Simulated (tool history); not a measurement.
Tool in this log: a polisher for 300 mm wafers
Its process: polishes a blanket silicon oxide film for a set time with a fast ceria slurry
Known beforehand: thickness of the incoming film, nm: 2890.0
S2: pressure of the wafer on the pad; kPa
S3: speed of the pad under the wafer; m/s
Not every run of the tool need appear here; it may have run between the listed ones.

Run 1, hour 0.0: flow of slurry (ml/min) 195, S2 19.3 kPa, S3 1.1 m/s, polishing time (s) 37. Result: film removed (angstrom) 7577.8.
Run 2, hour 4.0: flow of slurry (ml/min) 195, S2 18.6 kPa, S3 1.1 m/s, polishing time (s) 37. Result: film removed (angstrom) 7240.5.
Run 3, hour 12.3: flow of slurry (ml/min) 195, S2 17.9 kPa, S3 1.1 m/s, polishing time (s) 37. Result: film removed (angstrom) 7045.3.
Run 4, hour 16.5: flow of slurry (ml/min) 195, S2 17.2 kPa, S3 1.1 m/s, polishing time (s) 37. Result: film removed (angstrom) 6842.4.
Run 5, hour 22.4: flow of slurry (ml/min) 195, S2 17.2 kPa, S3 1.2 m/s, polishing time (s) 37. Result: film removed (angstrom) 7312.1.
Run 6, hour 29.3: flow of slurry (ml/min) 160, S2 17.2 kPa, S3 1.2 m/s, polishing time (s) 37. Result: film removed (angstrom) 7185.2.
Run 7, hour 33.4: flow of slurry (ml/min) 160, S2 16.5 kPa, S3 1.2 m/s, polishing time (s) 37. Result: film removed (angstrom) 6973.3.
Run 8, hour 41.0: flow of slurry (ml/min) 160, S2 15.9 kPa, S3 1.2 m/s, polishing time (s) 37. Result: film removed (angstrom) 6894.9.
Run 9, hour 47.8: flow of slurry (ml/min) 160, S2 15.2 kPa, S3 1.2 m/s, polishing time (s) 37. Result: film removed (angstrom) 6636.3.
Run 10, hour 49.9: flow of slurry (ml/min) 160, S2 14.5 kPa, S3 1.2 m/s, polishing time (s) 37. Result: film removed (angstrom) 6438.6.
Run 11, hour 55.1: flow of slurry (ml/min) 160, S2 13.8 kPa, S3 1.2 m/s, polishing time (s) 37. Result: film removed (angstrom) 6307.9.

Run 12 comes next. What will it give?
Run 12, hour 56.6: flow of slurry (ml/min) 160, S2 13.8 kPa, S3 1.2 m/s, polishing time (s) 37. Result: film removed (angstrom) ?.

{"run 12": {"film removed (angstrom)": 6279.9}}
